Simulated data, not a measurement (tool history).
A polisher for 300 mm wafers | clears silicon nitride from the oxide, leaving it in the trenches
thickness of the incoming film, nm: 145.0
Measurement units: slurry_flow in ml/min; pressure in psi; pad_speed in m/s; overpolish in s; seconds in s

run 1 hour=0.0 | slurry_flow=235 pressure=3.2 pad_speed=1.28 overpolish=21 | seconds=107.780
run 2 hour=6.6 | slurry_flow=235 pressure=3.2 pad_speed=1.02 overpolish=21 | seconds=134.020
run 3 hour=8.5 | slurry_flow=235 pressure=3.2 pad_speed=1.30 overpolish=21 | seconds=102.750
run 4 hour=11.7 | slurry_flow=205 pressure=3.2 pad_speed=1.30 overpolish=21 | seconds=108.270
run 5 hour=13.8 | slurry_flow=210 pressure=3.6 pad_speed=1.32 overpolish=21 | seconds=97.240
run 6 hour=20.2 | slurry_flow=265 pressure=3.6 pad_speed=1.32 overpolish=21 | seconds=91.742
run 7 hour=28.3 | slurry_flow=265 pressure=3.6 pad_speed=1.32 overpolish=21 | seconds=92.337
run 8 hour=35.9 | slurry_flow=265 pressure=4.0 pad_speed=1.34 overpolish=21 | seconds=85.995

Run 9 is up next; what results do you expect?
run 9 hour=43.2 | slurry_flow=265 pressure=4.3 pad_speed=1.38 overpolish=21 | seconds=?

{"run 9": {"seconds": 76.208}}
